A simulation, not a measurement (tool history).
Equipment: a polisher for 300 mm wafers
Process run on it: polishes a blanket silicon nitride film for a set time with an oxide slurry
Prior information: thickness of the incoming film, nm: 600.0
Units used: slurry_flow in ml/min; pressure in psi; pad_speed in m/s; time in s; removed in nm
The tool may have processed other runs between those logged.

Run 1, day 0.000: slurry_flow 205 ml/min, pressure 2.7 psi, pad_speed 1.1 m/s, slurry_solids 1.0, time 58 s. Result: removed 34.156 nm.
Run 2, day 0.071: slurry_flow 205 ml/min, pressure 2.7 psi, pad_speed 1.1 m/s, slurry_solids 1.0, time 61 s. Result: removed 36.201 nm.
Run 3, day 0.258: slurry_flow 205 ml/min, pressure 2.8 psi, pad_speed 1.1 m/s, slurry_solids 1.0, time 61 s. Result: removed 37.894 nm.
Run 4, day 0.483: slurry_flow 230 ml/min, pressure 2.8 psi, pad_speed 1.1 m/s, slurry_solids 1.0, time 61 s. Result: removed 37.677 nm.
Run 5, day 0.792: slurry_flow 230 ml/min, pressure 2.8 psi, pad_speed 1.1 m/s, slurry_solids 1.0, time 58 s. Result: removed 36.049 nm.
Run 6, day 1.054: slurry_flow 230 ml/min, pressure 2.9 psi, pad_speed 1.1 m/s, slurry_solids 1.0, time 58 s. Result: removed 36.716 nm.
Run 7, day 1.383: slurry_flow 230 ml/min, pressure 3.0 psi, pad_speed 1.1 m/s, slurry_solids 1.0, time 58 s. Result: removed 37.486 nm.

What will run 8 give?
Run 8, day 1.662: slurry_flow 230 ml/min, pressure 3.1 psi, pad_speed 1.1 m/s, slurry_solids 1.0, time 58 s. Result: removed ?.

Run 8 yielded removed 38.615 nm.
